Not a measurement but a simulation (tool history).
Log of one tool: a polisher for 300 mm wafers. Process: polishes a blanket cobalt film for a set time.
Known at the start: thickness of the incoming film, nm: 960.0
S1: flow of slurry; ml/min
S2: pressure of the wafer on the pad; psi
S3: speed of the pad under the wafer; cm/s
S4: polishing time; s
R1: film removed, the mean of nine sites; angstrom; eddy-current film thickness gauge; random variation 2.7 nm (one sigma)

run	hour	S1	S2	S3	S4	R1
1	0	170	1.9	122	80	3818.2
2	9	170	1.8	122	80	3561.5
3	14.4	170	1.6	122	80	3277.4
4	18.3	170	2	122	80	3930.9
5	23.6	170	1.9	122	80	3783.7
6	25.7	170	1.9	122	83	3923.1
7	30	170	1.8	122	83	3720.4
8	33.4	170	1.7	122	83	3497.4
9	38	170	1.6	122	83	3383.8

Run 10 comes next. What will it give?
10	45.9	170	1.5	122	83	?

Run 10 gave R1 3135.5 angstrom.
